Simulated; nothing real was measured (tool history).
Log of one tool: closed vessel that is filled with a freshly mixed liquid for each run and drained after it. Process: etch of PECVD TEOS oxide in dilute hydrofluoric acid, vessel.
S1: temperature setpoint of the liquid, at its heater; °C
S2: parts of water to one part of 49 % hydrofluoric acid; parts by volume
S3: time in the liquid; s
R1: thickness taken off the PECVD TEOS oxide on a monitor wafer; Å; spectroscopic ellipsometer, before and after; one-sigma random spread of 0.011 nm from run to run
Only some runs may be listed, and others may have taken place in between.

run    day    S1   S2   S3      R1
  1      0    23  200  100  37.194
  2  0.217    22  200  100  35.725
  3  0.429    22  160  100   46.61
  4  0.767  20.5  160  100  43.725
  5  0.812    20  165  100  41.438
  6  1.071  19.5  170  100  39.374
  7  1.267    17  210  100  27.758

The next listed run, before its measurement:
  8  1.571  18  210  100   ?

{"run 8": {"R1": 28.856}}

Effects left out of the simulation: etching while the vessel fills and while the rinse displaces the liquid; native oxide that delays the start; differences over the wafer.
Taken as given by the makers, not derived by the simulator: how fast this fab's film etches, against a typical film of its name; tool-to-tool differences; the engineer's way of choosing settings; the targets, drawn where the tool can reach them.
